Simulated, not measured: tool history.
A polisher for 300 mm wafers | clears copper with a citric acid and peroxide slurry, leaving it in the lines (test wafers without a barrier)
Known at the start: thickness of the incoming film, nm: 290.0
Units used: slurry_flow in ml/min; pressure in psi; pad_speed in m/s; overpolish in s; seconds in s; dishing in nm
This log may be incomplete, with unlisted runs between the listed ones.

{"run": 1, "hour": 0.0, "slurry_flow": 165, "pressure": 2.3, "pad_speed": 1.22, "slurry_solids": 1.0, "overpolish": 29, "seconds": 150.93, "dishing": 25.11}
{"run": 2, "hour": 2.2, "slurry_flow": 165, "pressure": 2.3, "pad_speed": 1.12, "slurry_solids": 1.0, "overpolish": 29, "seconds": 163.21, "dishing": 23.859}
{"run": 3, "hour": 5.7, "slurry_flow": 140, "pressure": 2.3, "pad_speed": 1.12, "slurry_solids": 1.0, "overpolish": 29, "seconds": 167.3, "dishing": 24.771}
{"run": 4, "hour": 12.7, "slurry_flow": 140, "pressure": 2.0, "pad_speed": 1.1, "slurry_solids": 1.0, "overpolish": 28, "seconds": 195.51, "dishing": 20.508}
{"run": 5, "hour": 13.5, "slurry_flow": 140, "pressure": 2.0, "pad_speed": 1.1, "slurry_solids": 1.15, "overpolish": 28, "seconds": 190.67, "dishing": 21.652}
{"run": 6, "hour": 16.9, "slurry_flow": 110, "pressure": 2.0, "pad_speed": 1.1, "slurry_solids": 1.15, "overpolish": 28, "seconds": 192.77, "dishing": 21.256}
{"run": 7, "hour": 25.8, "slurry_flow": 110, "pressure": 1.8, "pad_speed": 1.1, "slurry_solids": 1.15, "overpolish": 29, "seconds": 222.68, "dishing": 20.957}
{"run": 8, "hour": 28.2, "slurry_flow": 110, "pressure": 1.7, "pad_speed": 1.1, "slurry_solids": 1.15, "overpolish": 28, "seconds": 227.28, "dishing": 18.836}
{"run": 9, "hour": 28.9, "slurry_flow": 110, "pressure": 1.4, "pad_speed": 1.06, "slurry_solids": 1.15, "overpolish": 33, "seconds": 291.61, "dishing": 19.081}
{"run": 10, "hour": 36.9, "slurry_flow": 110, "pressure": 1.5, "pad_speed": 1.06, "slurry_solids": 1.15, "overpolish": 32, "seconds": 271.55, "dishing": 19.028}

Run 11 has not been measured yet. What should we expect?
{"run": 11, "hour": 43.1, "slurry_flow": 110, "pressure": 1.5, "pad_speed": 1.06, "slurry_solids": 1.15, "overpolish": 31, "seconds": "?", "dishing": "?"}

Run 11 gave seconds 269.70 s, dishing 19.042 nm.

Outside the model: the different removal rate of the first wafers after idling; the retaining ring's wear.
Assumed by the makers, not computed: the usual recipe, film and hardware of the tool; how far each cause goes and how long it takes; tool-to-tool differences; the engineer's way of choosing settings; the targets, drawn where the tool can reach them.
